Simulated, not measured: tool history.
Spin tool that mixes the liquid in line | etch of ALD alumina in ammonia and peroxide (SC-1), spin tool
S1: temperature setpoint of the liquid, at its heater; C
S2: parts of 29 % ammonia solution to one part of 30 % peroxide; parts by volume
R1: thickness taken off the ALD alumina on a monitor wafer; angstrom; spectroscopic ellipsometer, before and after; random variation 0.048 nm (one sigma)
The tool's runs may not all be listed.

Run 1, hour 0: S1 54 C, S2 0.4 parts by volume, time under the liquid (s) 115. Result: R1 81.15 angstrom.
Run 2, hour 5.6: S1 54 C, S2 0.55 parts by volume, time under the liquid (s) 115. Result: R1 83.688 angstrom.
Run 3, hour 6.4: S1 54 C, S2 0.55 parts by volume, time under the liquid (s) 115. Result: R1 82.799 angstrom.
Run 4, hour 10.9: S1 51.5 C, S2 0.55 parts by volume, time under the liquid (s) 115. Result: R1 73.746 angstrom.
Run 5, hour 15.4: S1 51.5 C, S2 0.55 parts by volume, time under the liquid (s) 115. Result: R1 72.704 angstrom.
Run 6, hour 17.8: S1 54 C, S2 0.55 parts by volume, time under the liquid (s) 115. Result: R1 84.249 angstrom.
Run 7, hour 20.2: S1 51.5 C, S2 0.55 parts by volume, time under the liquid (s) 115. Result: R1 73.263 angstrom.

Run 8 comes next. What will it give?
Run 8, hour 24.6: S1 49.5 C, S2 0.55 parts by volume, time under the liquid (s) 115. Result: R1 ?.

Run 8 gave R1 65.879 angstrom.

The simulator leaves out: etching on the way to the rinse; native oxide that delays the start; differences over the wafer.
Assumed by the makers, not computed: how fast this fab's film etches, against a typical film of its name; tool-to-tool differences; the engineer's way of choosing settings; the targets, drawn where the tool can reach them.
